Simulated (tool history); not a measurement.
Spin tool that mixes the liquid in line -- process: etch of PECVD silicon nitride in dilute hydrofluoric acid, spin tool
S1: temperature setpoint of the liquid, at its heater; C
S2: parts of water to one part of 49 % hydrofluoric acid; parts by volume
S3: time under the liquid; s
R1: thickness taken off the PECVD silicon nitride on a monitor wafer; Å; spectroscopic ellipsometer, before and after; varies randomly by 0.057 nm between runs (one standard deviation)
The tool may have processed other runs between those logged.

run  hour    S1   S2   S3      R1
  1     0    25  140  270  32.045
  2   1.1    25  140  270  31.662
  3   9.8    27  140  270  36.635
  4  10.5    28  135  270  39.344
  5  16.5    28  135  270   39.14
  6    17    28  135  270  39.562
  7  25.7    29  130  270  44.202
  8    28  29.5  130  270  44.802
  9  31.9    30  125  270  48.211
 10  38.5  30.5  125  270  50.239

Predict the results of run 11:
 11    40  31  125  270   ?

{"run 11": {"R1": 51.685}}
